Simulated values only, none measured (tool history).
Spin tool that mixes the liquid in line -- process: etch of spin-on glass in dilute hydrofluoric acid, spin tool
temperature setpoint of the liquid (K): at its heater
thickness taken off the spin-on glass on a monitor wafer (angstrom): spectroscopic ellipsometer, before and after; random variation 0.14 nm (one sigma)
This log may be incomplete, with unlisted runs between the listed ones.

run,day,temperature setpoint of the liquid (K),parts of water to one part of 49 % hydrofluoric acid (parts by volume),time under the liquid (s),thickness taken off the spin-on glass on a monitor wafer (angstrom)
1,0,297.15,215,140,200.88
2,0.208,295.65,215,140,188.74
3,0.396,294.65,215,140,183.97
4,0.454,294.65,290,140,127.34
5,0.538,295.65,290,140,129.85
6,0.858,296.65,290,140,135.61
7,0.883,297.15,290,140,139.63

Run 8 has not been measured yet. What should we expect?
8,0.946,297.65,290,140,?

{"run 8": {"thickness taken off the spin-on glass on a monitor wafer (angstrom)": 142.07}}

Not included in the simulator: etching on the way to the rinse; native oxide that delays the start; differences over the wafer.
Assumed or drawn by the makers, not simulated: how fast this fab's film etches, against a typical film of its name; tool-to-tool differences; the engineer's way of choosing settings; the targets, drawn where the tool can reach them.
